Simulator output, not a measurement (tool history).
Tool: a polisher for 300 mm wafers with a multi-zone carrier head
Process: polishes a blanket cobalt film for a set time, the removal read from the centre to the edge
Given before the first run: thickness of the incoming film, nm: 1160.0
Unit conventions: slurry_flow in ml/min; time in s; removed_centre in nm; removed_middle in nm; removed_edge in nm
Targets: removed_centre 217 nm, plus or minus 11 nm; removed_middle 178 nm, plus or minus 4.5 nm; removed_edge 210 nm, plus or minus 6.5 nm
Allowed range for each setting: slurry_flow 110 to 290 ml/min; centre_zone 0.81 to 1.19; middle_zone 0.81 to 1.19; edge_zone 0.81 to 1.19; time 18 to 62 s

run	hour	slurry_flow	centre_zone	middle_zone	edge_zone	time	removed_centre	removed_middle	removed_edge
1	0	185	1	1	1	40	267.36	264.57	262.13
2	8.1	175	1	0.97	1	39	253.41	250.03	253
3	10.2	175	1	0.97	0.94	39	245.75	249.87	241.92
4	18.6	175	1	0.97	0.88	39	252.1	249.27	239.03
5	24.9	170	1.02	0.94	0.91	38	252.23	234.42	233.79
6	32.6	165	1.02	0.92	0.93	37	238.63	222.9	234.27
7	37.1	165	1.02	0.92	0.93	37	241.51	223	229.11
8	44.8	160	1.02	0.9	0.94	36	239.74	213.35	223.99
9	52.3	155	1.01	0.88	0.95	36	228.79	208.91	225.95
10	61.1	150	1.02	0.87	0.95	36	234.17	204.02	225.62
11	67.3	145	1.02	0.86	0.95	36	227.78	201.02	223.29
12	74.1	140	1.02	0.85	0.95	36	230.09	198.73	221.22
13	74.9	135	1.02	0.84	0.96	36	226.7	194.06	221.26
14	81.5	135	1.02	0.84	0.96	36	220.74	192.65	222.29
15	88.8	130	1.03	0.83	0.95	36	219.95	191.91	221.92
16	92.1	130	1.04	0.83	0.95	36	223.83	189.63	220.99
17	98.1	115	1.05	0.81	0.93	34	202.95	171.27	198
18	98.9	120	1.05	0.81	0.94	34	213.59	172.21	203.84

Which one of the following 4 next-run settings gets every result inside its allowed miss? There is exactly one.
A	99.7	115	1.11	0.84	0.97	35	?	?	?
B	99.7	115	1.03	0.81	0.94	33	?	?	?
C	99.7	160	1.1	0.85	0.9	34	?	?	?
D	99.7	115	1.07	0.83	0.83	35	?	?	?

move	removed_centre	removed_middle	removed_edge
A	216.93	178.89	207.38
B	193.84	163.79	192.72
C	229.94	190.52	206.07
D	211.27	177.21	193.11
A: all results in spec
B: its largest miss is bigger than the last run's
C: pushes the last run's worst result past its target
D: brings the last run's worst result on target, with another outside its allowed miss
The move that meets every target is A.
